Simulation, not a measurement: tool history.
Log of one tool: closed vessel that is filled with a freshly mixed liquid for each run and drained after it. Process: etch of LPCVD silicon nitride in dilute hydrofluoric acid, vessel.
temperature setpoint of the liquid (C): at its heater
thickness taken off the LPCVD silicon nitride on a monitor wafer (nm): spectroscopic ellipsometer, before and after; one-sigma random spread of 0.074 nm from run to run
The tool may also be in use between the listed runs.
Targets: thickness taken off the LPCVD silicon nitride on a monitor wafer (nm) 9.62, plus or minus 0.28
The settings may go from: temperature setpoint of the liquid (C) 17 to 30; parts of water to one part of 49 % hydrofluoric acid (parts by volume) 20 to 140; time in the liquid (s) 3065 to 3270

run	hour	temperature setpoint of the liquid (C)	parts of water to one part of 49 % hydrofluoric acid (parts by volume)	time in the liquid (s)	thickness taken off the LPCVD silicon nitride on a monitor wafer (nm)
1	0	22	75	3065	17.219
2	1.4	22	75	3065	17.118
3	7.6	21	80	3065	15.332
4	14.8	20	85	3065	13.194
5	15.4	20	85	3270	14.097
6	21.7	20	110	3270	10.83
7	24.6	20	110	3270	11.039
8	28.1	19.5	110	3270	10.627
9	31	19	110	3270	10.336
10	38.6	18.5	110	3270	9.9598
11	41.6	18.5	110	3270	9.9111

5 next moves are on the table. One of them brings every result within its allowed miss. Which?
A	44.6	19	105	3160	?
B	44.6	18	100	3215	?
C	44.6	17	90	3065	?
D	44.6	20.5	120	3270	?
E	44.6	19	115	3175	?

move	thickness taken off the LPCVD silicon nitride on a monitor wafer (nm)
A	10.424
B	10.388
C	10.24
D	10.471
E	9.5834
A: misses by more than the last run did
B: misses by more than the last run did
C: misses by more than the last run did
D: misses by more than the last run did
E: meets every target
Move E is the one to make.
